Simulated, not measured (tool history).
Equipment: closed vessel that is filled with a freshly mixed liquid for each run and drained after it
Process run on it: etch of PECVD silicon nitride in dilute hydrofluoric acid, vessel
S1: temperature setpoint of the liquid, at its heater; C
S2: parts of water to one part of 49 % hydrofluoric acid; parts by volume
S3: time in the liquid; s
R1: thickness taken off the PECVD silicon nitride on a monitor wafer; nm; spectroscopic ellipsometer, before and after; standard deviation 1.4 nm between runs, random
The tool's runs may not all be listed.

{"run": 1, "day": 0.0, "S1": 21.0, "S2": 50, "S3": 2285, "R1": 74.354}
{"run": 2, "day": 0.088, "S1": 17.5, "S2": 50, "S3": 2285, "R1": 58.96}
{"run": 3, "day": 0.167, "S1": 18.5, "S2": 50, "S3": 2285, "R1": 62.136}
{"run": 4, "day": 0.312, "S1": 20.5, "S2": 50, "S3": 2285, "R1": 72.35}
{"run": 5, "day": 0.45, "S1": 19.0, "S2": 50, "S3": 2285, "R1": 66.108}
{"run": 6, "day": 0.517, "S1": 20.0, "S2": 50, "S3": 2285, "R1": 70.704}
{"day": 0.9, "done": "thermometer replaced"}
{"run": 7, "day": 0.9, "S1": 21.0, "S2": 50, "S3": 2285, "R1": 66.549}
{"run": 8, "day": 1.3, "S1": 21.5, "S2": 45, "S3": 2290, "R1": 76.324}

The next listed run, before its measurement:
{"run": 9, "day": 1.567, "S1": 22.0, "S2": 40, "S3": 2300, "R1": "?"}

R1: 90.658 nm
